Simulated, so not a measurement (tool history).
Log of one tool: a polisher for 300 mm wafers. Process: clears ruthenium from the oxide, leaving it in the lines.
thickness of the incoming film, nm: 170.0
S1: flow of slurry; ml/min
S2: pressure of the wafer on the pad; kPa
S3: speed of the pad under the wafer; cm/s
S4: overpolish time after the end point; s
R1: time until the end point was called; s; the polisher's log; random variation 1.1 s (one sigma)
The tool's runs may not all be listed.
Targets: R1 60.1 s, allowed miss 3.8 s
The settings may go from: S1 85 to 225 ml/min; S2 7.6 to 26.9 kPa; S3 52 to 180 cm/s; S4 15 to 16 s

{"run": 1, "hour": 0.0, "S1": 145, "S2": 17.2, "S3": 116, "S4": 15, "R1": 88.39}
{"run": 2, "hour": 7.9, "S1": 145, "S2": 13.1, "S3": 116, "S4": 15, "R1": 110.28}
{"run": 3, "hour": 12.3, "S1": 145, "S2": 13.1, "S3": 100, "S4": 15, "R1": 131.73}
{"run": 4, "hour": 16.8, "S1": 145, "S2": 14.5, "S3": 102, "S4": 15, "R1": 113.99}
{"run": 5, "hour": 21.0, "S1": 145, "S2": 14.5, "S3": 102, "S4": 16, "R1": 117.81}
{"run": 6, "hour": 25.2, "S1": 145, "S2": 15.9, "S3": 102, "S4": 16, "R1": 103.02}
{"run": 7, "hour": 32.1, "S1": 145, "S2": 16.5, "S3": 102, "S4": 16, "R1": 105.15}
{"run": 8, "hour": 37.1, "S1": 145, "S2": 17.2, "S3": 102, "S4": 16, "R1": 96.083}
{"run": 9, "hour": 43.2, "S1": 145, "S2": 17.9, "S3": 102, "S4": 16, "R1": 94.931}
{"run": 10, "hour": 50.6, "S1": 145, "S2": 18.6, "S3": 102, "S4": 16, "R1": 95.056}
{"run": 11, "hour": 55.6, "S1": 145, "S2": 19.3, "S3": 104, "S4": 16, "R1": 90.191}
{"run": 12, "hour": 56.2, "S1": 145, "S2": 20, "S3": 104, "S4": 16, "R1": 87.689}
{"run": 13, "hour": 58.1, "S1": 145, "S2": 20.7, "S3": 106, "S4": 16, "R1": 82.148}
{"run": 14, "hour": 59.8, "S1": 145, "S2": 21.4, "S3": 106, "S4": 16, "R1": 82.171}
{"run": 15, "hour": 67.8, "S1": 145, "S2": 22.1, "S3": 108, "S4": 16, "R1": 77.08}
{"run": 16, "hour": 70.7, "S1": 145, "S2": 22.8, "S3": 108, "S4": 16, "R1": 73.033}
{"run": 17, "hour": 75.6, "S1": 145, "S2": 23.4, "S3": 108, "S4": 16, "R1": 73.066}
{"run": 18, "hour": 83.0, "S1": 145, "S2": 24.1, "S3": 108, "S4": 16, "R1": 71.094}
{"run": 19, "hour": 91.2, "S1": 145, "S2": 25.5, "S3": 112, "S4": 16, "R1": 64.072}
{"run": 20, "hour": 92.7, "S1": 145, "S2": 26.2, "S3": 112, "S4": 16, "R1": 62.585}

4 next moves are on the table. One of them brings every result within its allowed miss. Which?
{"run": "A", "hour": 94.2, "S1": 160, "S2": 25.5, "S3": 106, "S4": 15, "R1": "?"}
{"run": "B", "hour": 94.2, "S1": 155, "S2": 24.1, "S3": 112, "S4": 16, "R1": "?"}
{"run": "C", "hour": 94.2, "S1": 160, "S2": 15.9, "S3": 158, "S4": 15, "R1": "?"}
{"run": "D", "hour": 94.2, "S1": 135, "S2": 26.9, "S3": 116, "S4": 16, "R1": "?"}

move=A R1=68.185
move=B R1=68.228
move=C R1=69.614
move=D R1=61.255
A: further off than the last run
B: further off than the last run
C: further off than the last run
D: meets every target
Answer: D

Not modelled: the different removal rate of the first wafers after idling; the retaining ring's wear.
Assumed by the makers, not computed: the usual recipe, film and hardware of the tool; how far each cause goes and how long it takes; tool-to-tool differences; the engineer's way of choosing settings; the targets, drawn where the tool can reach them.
